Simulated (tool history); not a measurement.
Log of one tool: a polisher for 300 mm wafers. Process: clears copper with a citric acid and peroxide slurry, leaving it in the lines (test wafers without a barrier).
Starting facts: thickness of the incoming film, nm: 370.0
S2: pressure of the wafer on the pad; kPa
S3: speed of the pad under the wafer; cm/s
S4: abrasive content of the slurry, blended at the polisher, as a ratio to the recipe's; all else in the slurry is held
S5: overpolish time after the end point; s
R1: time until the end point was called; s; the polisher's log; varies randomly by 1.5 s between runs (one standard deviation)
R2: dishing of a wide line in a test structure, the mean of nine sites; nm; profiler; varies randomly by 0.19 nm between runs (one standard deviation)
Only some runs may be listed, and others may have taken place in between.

{"run": 1, "hour": 0.0, "flow of slurry (ml/min)": 220, "S2": 18.6, "S3": 138, "S4": 1.0, "S5": 20, "R1": 135.68, "R2": 37.957}
{"run": 2, "hour": 2.0, "flow of slurry (ml/min)": 220, "S2": 17.2, "S3": 152, "S4": 1.0, "S5": 17, "R1": 132.97, "R2": 33.642}
{"run": 3, "hour": 4.7, "flow of slurry (ml/min)": 220, "S2": 17.2, "S3": 126, "S4": 1.0, "S5": 17, "R1": 159.12, "R2": 29.137}
{"run": 4, "hour": 9.1, "flow of slurry (ml/min)": 220, "S2": 21.4, "S3": 126, "S4": 1.0, "S5": 17, "R1": 129.58, "R2": 35.665}
{"run": 5, "hour": 17.3, "flow of slurry (ml/min)": 220, "S2": 21.4, "S3": 148, "S4": 1.0, "S5": 17, "R1": 111.1, "R2": 39.668}
{"run": 6, "hour": 19.3, "flow of slurry (ml/min)": 225, "S2": 18.6, "S3": 164, "S4": 1.1, "S5": 14, "R1": 110.29, "R2": 33.984}
{"run": 7, "hour": 24.7, "flow of slurry (ml/min)": 285, "S2": 13.8, "S3": 202, "S4": 1.35, "S5": 6, "R1": 116.13, "R2": 15.35}
{"run": 8, "hour": 28.0, "flow of slurry (ml/min)": 280, "S2": 14.5, "S3": 204, "S4": 1.35, "S5": 6, "R1": 107.1, "R2": 15.822}
{"run": 9, "hour": 32.2, "flow of slurry (ml/min)": 270, "S2": 15.2, "S3": 204, "S4": 1.35, "S5": 6, "R1": 105.82, "R2": 16.528}
{"run": 10, "hour": 34.7, "flow of slurry (ml/min)": 270, "S2": 15.9, "S3": 204, "S4": 1.35, "S5": 6, "R1": 98.932, "R2": 17.267}
{"run": 11, "hour": 40.4, "flow of slurry (ml/min)": 265, "S2": 15.9, "S3": 204, "S4": 1.35, "S5": 6, "R1": 98.283, "R2": 17.436}
{"run": 12, "hour": 47.2, "flow of slurry (ml/min)": 260, "S2": 15.9, "S3": 204, "S4": 1.35, "S5": 6, "R1": 100.21, "R2": 17.449}
{"run": 13, "hour": 56.3, "flow of slurry (ml/min)": 255, "S2": 16.5, "S3": 204, "S4": 1.35, "S5": 6, "R1": 93.241, "R2": 17.955}

Run 14 has not been measured yet. What should we expect?
{"run": 14, "hour": 58.6, "flow of slurry (ml/min)": 255, "S2": 16.5, "S3": 202, "S4": 1.3, "S5": 6, "R1": "?", "R2": "?"}

{"run 14": {"R1": 95.158, "R2": 17.917}}
